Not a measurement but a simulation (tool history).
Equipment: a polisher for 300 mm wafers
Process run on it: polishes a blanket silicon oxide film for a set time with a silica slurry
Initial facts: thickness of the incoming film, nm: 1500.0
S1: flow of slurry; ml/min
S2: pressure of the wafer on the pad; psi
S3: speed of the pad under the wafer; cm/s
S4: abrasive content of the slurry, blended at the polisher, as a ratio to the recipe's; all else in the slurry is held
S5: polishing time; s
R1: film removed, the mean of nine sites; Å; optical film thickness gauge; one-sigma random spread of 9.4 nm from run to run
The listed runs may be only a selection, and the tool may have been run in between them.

{"run": 1, "hour": 0.0, "S1": 150, "S2": 5.4, "S3": 106, "S4": 1.0, "S5": 103, "R1": 3745.9}
{"run": 2, "hour": 8.9, "S1": 165, "S2": 5.4, "S3": 106, "S4": 1.0, "S5": 103, "R1": 3744.4}
{"run": 3, "hour": 9.5, "S1": 165, "S2": 5.8, "S3": 106, "S4": 1.0, "S5": 103, "R1": 3898.0}
{"run": 4, "hour": 15.5, "S1": 165, "S2": 5.8, "S3": 124, "S4": 1.0, "S5": 103, "R1": 4324.6}
{"run": 5, "hour": 16.7, "S1": 165, "S2": 5.8, "S3": 148, "S4": 1.0, "S5": 103, "R1": 4677.3}
{"run": 6, "hour": 21.6, "S1": 180, "S2": 5.8, "S3": 148, "S4": 1.0, "S5": 103, "R1": 4809.2}
{"run": 7, "hour": 25.4, "S1": 180, "S2": 6.0, "S3": 148, "S4": 1.0, "S5": 103, "R1": 4908.0}
{"run": 8, "hour": 25.9, "S1": 180, "S2": 6.2, "S3": 148, "S4": 1.0, "S5": 103, "R1": 4896.8}
{"run": 9, "hour": 32.9, "S1": 185, "S2": 7.7, "S3": 154, "S4": 1.0, "S5": 103, "R1": 6135.6}

Estimate the outcome of run 10 from the log above:
{"run": 10, "hour": 39.1, "S1": 185, "S2": 7.8, "S3": 154, "S4": 1.0, "S5": 103, "R1": "?"}

Run 10 measured R1 5981.8 Å.

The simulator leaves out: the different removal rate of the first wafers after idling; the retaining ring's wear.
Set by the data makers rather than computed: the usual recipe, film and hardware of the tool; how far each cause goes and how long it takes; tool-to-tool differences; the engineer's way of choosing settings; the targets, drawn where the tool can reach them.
